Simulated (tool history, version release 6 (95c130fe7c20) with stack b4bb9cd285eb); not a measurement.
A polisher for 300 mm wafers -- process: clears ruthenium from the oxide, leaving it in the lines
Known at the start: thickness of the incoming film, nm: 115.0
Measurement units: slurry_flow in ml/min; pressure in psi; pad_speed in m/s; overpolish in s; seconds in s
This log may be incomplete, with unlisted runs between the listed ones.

run 1 hour=0.0 | slurry_flow=245 pressure=2.5 pad_speed=0.98 overpolish=7 | seconds=99.020
run 2 hour=7.7 | slurry_flow=245 pressure=2.8 pad_speed=0.98 overpolish=7 | seconds=87.169
run 3 hour=16.4 | slurry_flow=245 pressure=2.8 pad_speed=1.14 overpolish=7 | seconds=75.510
run 4 hour=22.3 | slurry_flow=245 pressure=2.9 pad_speed=1.14 overpolish=7 | seconds=71.666
run 5 hour=24.0 | slurry_flow=245 pressure=2.9 pad_speed=1.14 overpolish=6 | seconds=74.234
run 6 hour=26.6 | slurry_flow=245 pressure=3.0 pad_speed=1.14 overpolish=6 | seconds=72.027
run 7 hour=28.3 | slurry_flow=245 pressure=3.1 pad_speed=1.14 overpolish=6 | seconds=69.789

Run 8 is up next; what results do you expect?
run 8 hour=29.8 | slurry_flow=245 pressure=3.1 pad_speed=1.14 overpolish=6 | seconds=?

seconds: 69.686 s
